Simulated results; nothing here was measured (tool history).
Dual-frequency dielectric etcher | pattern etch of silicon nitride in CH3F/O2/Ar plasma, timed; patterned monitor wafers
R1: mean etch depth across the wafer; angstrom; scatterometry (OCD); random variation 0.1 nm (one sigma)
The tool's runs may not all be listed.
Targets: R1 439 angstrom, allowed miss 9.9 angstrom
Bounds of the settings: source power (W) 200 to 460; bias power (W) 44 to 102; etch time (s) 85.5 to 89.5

run 1 hour=0 | source_power_(W)=330 bias_power_(W)=73 etch_time_(s)=85.5 | R1=547.58
run 2 hour=7.1 | source_power_(W)=330 bias_power_(W)=60 etch_time_(s)=85.5 | R1=510.91
run 3 hour=11.8 | source_power_(W)=300 bias_power_(W)=58 etch_time_(s)=85.5 | R1=483.69
run 4 hour=18.1 | source_power_(W)=280 bias_power_(W)=57 etch_time_(s)=85.5 | R1=470.37
run 5 hour=22 | source_power_(W)=280 bias_power_(W)=57 etch_time_(s)=89.5 | R1=491.1
run 6 hour=24.5 | source_power_(W)=280 bias_power_(W)=62 etch_time_(s)=89.5 | R1=505.15
run 7 hour=31.5 | source_power_(W)=260 bias_power_(W)=60 etch_time_(s)=89.5 | R1=486.12
run 8 hour=37.3 | source_power_(W)=260 bias_power_(W)=60 etch_time_(s)=89.5 | R1=487.54
run 9 hour=40.3 | source_power_(W)=250 bias_power_(W)=58 etch_time_(s)=89.5 | R1=474.37
run 10 hour=46.5 | source_power_(W)=240 bias_power_(W)=57 etch_time_(s)=89.5 | R1=461.68
run 11 hour=49 | source_power_(W)=230 bias_power_(W)=57 etch_time_(s)=89.5 | R1=453.84

Which of these 4 next moves meets every target?
run A hour=51.5 | source_power_(W)=220 bias_power_(W)=75 etch_time_(s)=86 | R1=?
run B hour=51.5 | source_power_(W)=260 bias_power_(W)=57 etch_time_(s)=87.5 | R1=?
run C hour=51.5 | source_power_(W)=220 bias_power_(W)=67 etch_time_(s)=89.5 | R1=?
run D hour=51.5 | source_power_(W)=220 bias_power_(W)=54 etch_time_(s)=89.5 | R1=?

move=A R1=473.79
move=B R1=467.32
move=C R1=472.91
move=D R1=437.63
A: further off than the last run
B: further off than the last run
C: further off than the last run
D: meets every target
Answer: D

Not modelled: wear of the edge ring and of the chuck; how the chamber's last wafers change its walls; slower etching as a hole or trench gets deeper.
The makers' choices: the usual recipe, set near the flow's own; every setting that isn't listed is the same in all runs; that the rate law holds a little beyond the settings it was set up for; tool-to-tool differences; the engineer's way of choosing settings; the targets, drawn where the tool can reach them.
